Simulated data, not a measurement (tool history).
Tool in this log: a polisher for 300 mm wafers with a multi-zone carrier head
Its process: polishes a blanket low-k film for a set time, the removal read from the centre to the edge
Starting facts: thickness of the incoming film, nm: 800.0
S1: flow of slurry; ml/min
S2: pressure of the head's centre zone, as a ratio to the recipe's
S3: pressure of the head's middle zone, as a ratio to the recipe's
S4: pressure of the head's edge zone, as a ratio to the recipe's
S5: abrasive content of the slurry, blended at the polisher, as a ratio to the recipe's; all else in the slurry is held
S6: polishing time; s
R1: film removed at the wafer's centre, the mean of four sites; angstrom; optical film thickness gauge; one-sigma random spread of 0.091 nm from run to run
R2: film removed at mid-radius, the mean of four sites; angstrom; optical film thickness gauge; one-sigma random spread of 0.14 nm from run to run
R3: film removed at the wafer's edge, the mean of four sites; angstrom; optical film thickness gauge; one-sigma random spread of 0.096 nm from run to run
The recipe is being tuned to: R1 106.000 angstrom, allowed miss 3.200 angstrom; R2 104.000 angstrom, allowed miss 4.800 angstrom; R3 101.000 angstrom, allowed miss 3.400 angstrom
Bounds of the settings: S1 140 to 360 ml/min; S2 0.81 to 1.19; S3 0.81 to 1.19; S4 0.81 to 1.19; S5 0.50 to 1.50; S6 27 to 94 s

run  hour   S1    S2    S3    S4    S5  S6       R1       R2       R3
  1   0.0  230  1.00  1.00  1.00  1.00  60  161.290  153.490  158.510
  2   7.5  230  1.00  1.00  1.08  1.00  60  159.520  155.810  166.660
  3  12.2  230  1.00  1.00  1.08  0.85  60  147.350  139.330  147.270
  4  17.3  225  0.97  1.00  1.04  0.75  60  127.710  125.960  132.910
  5  23.0  225  0.97  1.00  1.04  0.75  73  155.310  152.260  163.760
  6  28.5  225  0.94  1.00  1.04  0.75  73  151.640  154.770  163.100
  7  34.0  230  0.95  1.00  0.99  0.70  69  138.630  137.870  142.540
  8  41.2  230  0.93  1.00  0.89  0.50  60   84.574   84.494   85.538
  9  45.6  240  0.95  1.02  0.92  0.50  60   85.815   89.219   85.910
 10  51.9  245  0.98  1.02  0.96  0.50  60   88.834   88.135   86.420

Next run, 5 choices. One meets every target within its allowed miss, the rest don't. Which?
  A  58.2  210  0.97  0.92  0.96  0.65  58   ?   ?   ?
  B  58.2  265  1.05  1.08  1.04  0.50  66   ?   ?   ?
  C  58.2  270  1.07  1.10  0.92  0.50  65   ?   ?   ?
  D  58.2  275  0.85  1.03  1.08  0.50  53   ?   ?   ?
  E  58.2  230  1.15  1.11  0.90  0.55  63   ?   ?   ?

move       R1       R2       R3
   A  109.300  100.560  109.810
   B  106.570  101.120  101.310
   C  107.240  101.170   94.235
   D   69.465   78.846   83.216
   E  121.720  107.690   99.155
A: the result that was furthest off in the last run now lies on the other side of its target
B: every result lands within tolerance
C: the furthest-off result lands on target, but another misses its tolerance
D: further off than the last run
E: the result that was furthest off in the last run now lies on the other side of its target
Go with B: it meets all targets.
